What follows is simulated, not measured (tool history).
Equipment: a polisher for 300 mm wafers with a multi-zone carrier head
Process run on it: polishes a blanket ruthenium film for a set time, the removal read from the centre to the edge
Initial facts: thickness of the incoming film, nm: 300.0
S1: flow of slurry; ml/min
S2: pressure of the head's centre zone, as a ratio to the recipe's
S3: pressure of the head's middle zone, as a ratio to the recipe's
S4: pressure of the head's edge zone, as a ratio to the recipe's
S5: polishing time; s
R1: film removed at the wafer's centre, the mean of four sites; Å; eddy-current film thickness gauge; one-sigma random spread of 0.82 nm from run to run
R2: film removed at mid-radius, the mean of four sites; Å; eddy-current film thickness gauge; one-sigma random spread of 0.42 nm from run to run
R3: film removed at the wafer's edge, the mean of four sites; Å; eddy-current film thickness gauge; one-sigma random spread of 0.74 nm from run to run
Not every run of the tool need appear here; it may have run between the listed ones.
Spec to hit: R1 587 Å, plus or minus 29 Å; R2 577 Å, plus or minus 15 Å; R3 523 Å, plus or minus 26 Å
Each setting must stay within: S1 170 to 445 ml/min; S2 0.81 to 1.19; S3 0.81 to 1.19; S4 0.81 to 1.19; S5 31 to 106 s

Run 1, hour 0: S1 285 ml/min, S2 1, S3 1, S4 1, S5 68 s. Result: R1 720.41 Å, R2 714.12 Å, R3 749.97 Å.
Run 2, hour 6.2: S1 285 ml/min, S2 1, S3 0.96, S4 1, S5 68 s. Result: R1 736.08 Å, R2 689.71 Å, R3 737.27 Å.
Run 3, hour 12: S1 285 ml/min, S2 1, S3 0.96, S4 1, S5 76 s. Result: R1 819.35 Å, R2 777.23 Å, R3 802.56 Å.
Run 4, hour 13.5: S1 285 ml/min, S2 1, S3 1, S4 1, S5 76 s. Result: R1 808.04 Å, R2 788.08 Å, R3 820.77 Å.
Run 5, hour 18.9: S1 300 ml/min, S2 1.01, S3 1.01, S4 0.95, S5 69 s. Result: R1 732.04 Å, R2 749.51 Å, R3 746.59 Å.
Run 6, hour 22.8: S1 300 ml/min, S2 0.97, S3 1.01, S4 0.95, S5 69 s. Result: R1 729.63 Å, R2 741.62 Å, R3 730.89 Å.
Run 7, hour 25: S1 300 ml/min, S2 0.94, S3 0.98, S4 0.91, S5 66 s. Result: R1 671.92 Å, R2 683.58 Å, R3 669.24 Å.
Run 8, hour 27.2: S1 310 ml/min, S2 0.91, S3 0.95, S4 0.88, S5 65 s. Result: R1 636.51 Å, R2 658.97 Å, R3 668.46 Å.
Run 9, hour 35.9: S1 285 ml/min, S2 0.95, S3 0.97, S4 0.86, S5 62 s. Result: R1 640.13 Å, R2 644.89 Å, R3 624.89 Å.
Run 10, hour 38.3: S1 265 ml/min, S2 0.96, S3 0.98, S4 0.85, S5 60 s. Result: R1 621.41 Å, R2 612.7 Å, R3 595.36 Å.

Next run, 5 choices. One meets every target within its allowed miss, the rest don't. Which?
Run A, hour 40.7: S1 380 ml/min, S2 0.84, S3 0.87, S4 0.9, S5 61 s. Result: R1 ?, R2 ?, R3 ?.
Run B, hour 40.7: S1 310 ml/min, S2 1.17, S3 0.99, S4 0.81, S5 53 s. Result: R1 ?, R2 ?, R3 ?.
Run C, hour 40.7: S1 340 ml/min, S2 0.81, S3 0.89, S4 1.1, S5 66 s. Result: R1 ?, R2 ?, R3 ?.
Run D, hour 40.7: S1 170 ml/min, S2 0.95, S3 1.09, S4 0.87, S5 57 s. Result: R1 ?, R2 ?, R3 ?.
Run E, hour 40.7: S1 215 ml/min, S2 1.03, S3 1.03, S4 0.81, S5 55 s. Result: R1 ?, R2 ?, R3 ?.

move      R1      R2      R3
   A  581.38  586.78  639.48
   B  662.83  556.64  524.08
   C  603.37  640.67  749.72
   D  536.47  594.36  541.66
   E  583.17  570.44  524.71
A: further off than the last run
B: gets the furthest-off result to its target, but another result is out of tolerance
C: further off than the last run
D: gets the furthest-off result to its target, but another result is out of tolerance
E: meets every target
So the answer is move E, the one that meets all the targets.

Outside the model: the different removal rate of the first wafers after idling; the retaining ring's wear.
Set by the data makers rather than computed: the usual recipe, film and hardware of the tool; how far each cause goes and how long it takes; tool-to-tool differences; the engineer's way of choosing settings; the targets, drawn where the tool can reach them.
